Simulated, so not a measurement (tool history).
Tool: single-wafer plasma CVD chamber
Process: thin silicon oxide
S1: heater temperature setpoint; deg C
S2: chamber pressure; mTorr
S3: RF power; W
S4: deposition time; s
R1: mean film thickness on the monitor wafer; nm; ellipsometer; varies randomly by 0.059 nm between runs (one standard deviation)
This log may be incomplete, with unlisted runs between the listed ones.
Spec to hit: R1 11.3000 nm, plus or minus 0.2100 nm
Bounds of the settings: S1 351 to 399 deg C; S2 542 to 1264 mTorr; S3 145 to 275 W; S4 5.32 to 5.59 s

run	day	S1	S2	S3	S4	R1
1	0.000	375	903	210	5.59	10.0170
2	0.038	375	903	195	5.59	9.4577
3	0.258	375	941	195	5.59	9.6478
4	0.525	375	984	195	5.59	10.0830
5	0.650	375	1012	195	5.59	10.2940
6	0.750	375	1035	195	5.59	10.4960
7	0.933	375	1053	195	5.59	10.6680
8	1.271	375	1067	195	5.59	10.7940
9	1.517	375	1078	195	5.59	10.8880
10	1.638	375	1087	195	5.59	10.9370
11	1.958	375	1095	195	5.59	10.9800
12	2.017	375	1102	195	5.59	10.9780

Exactly one of the 4 candidate moves below puts every result within its allowed miss. Which one?
A	2.075	376	1211	190	5.32	?
B	2.075	377	1101	195	5.56	?
C	2.075	379	1118	200	5.32	?
D	2.075	375	1134	210	5.32	?

move	R1
A	10.9120
B	10.9750
C	10.8200
D	11.3780
A: moves away from the targets compared with the last run
B: neither nearer nor further off than the last run
C: moves away from the targets compared with the last run
D: meets every target
Move D is the one to make.

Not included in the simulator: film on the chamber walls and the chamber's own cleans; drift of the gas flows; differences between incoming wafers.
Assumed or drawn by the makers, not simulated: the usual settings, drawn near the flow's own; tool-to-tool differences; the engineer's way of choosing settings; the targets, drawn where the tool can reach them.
